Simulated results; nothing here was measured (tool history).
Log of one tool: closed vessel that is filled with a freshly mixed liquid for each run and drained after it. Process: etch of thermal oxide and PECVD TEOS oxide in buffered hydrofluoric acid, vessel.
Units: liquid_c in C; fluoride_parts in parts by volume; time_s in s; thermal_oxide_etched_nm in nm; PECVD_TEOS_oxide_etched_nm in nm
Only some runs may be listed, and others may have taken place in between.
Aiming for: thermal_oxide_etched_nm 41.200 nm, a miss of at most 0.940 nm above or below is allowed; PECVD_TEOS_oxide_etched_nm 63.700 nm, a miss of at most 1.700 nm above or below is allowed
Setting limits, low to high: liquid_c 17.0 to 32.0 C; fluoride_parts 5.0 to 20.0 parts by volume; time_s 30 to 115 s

run	hour	liquid_c	fluoride_parts	time_s	thermal_oxide_etched_nm	PECVD_TEOS_oxide_etched_nm
1	0.0	24.0	12.0	60	55.073	86.195
2	5.0	22.5	12.0	60	50.802	79.646
3	10.4	21.5	12.0	60	47.962	74.136
4	19.3	21.0	12.0	60	46.695	72.911
5	23.0	20.5	12.0	60	45.477	70.136
# hour 27.2: thermometer replaced
6	27.2	20.5	12.0	50	35.260	54.339
7	35.6	21.0	12.0	50	36.249	55.821
8	37.8	21.5	12.0	50	37.111	57.501
9	41.5	22.0	12.0	50	38.487	59.296
10	49.8	22.5	12.0	50	39.409	60.050

Exactly one of the 4 candidate moves below puts every result within its allowed miss. Which one?
A	58.1	20.0	14.5	65	?	?
B	58.1	20.0	12.0	60	?	?
C	58.1	22.0	14.5	60	?	?
D	58.1	23.0	11.0	45	?	?

move	thermal_oxide_etched_nm	PECVD_TEOS_oxide_etched_nm
A	36.979	57.190
B	41.095	63.556
C	38.156	59.011
D	39.629	61.289
A: lands further from the targets than the last run did
B: all results in spec
C: lands further from the targets than the last run did
D: better than the last run, though not everything is in spec
So the answer is move B, the one that meets all the targets.
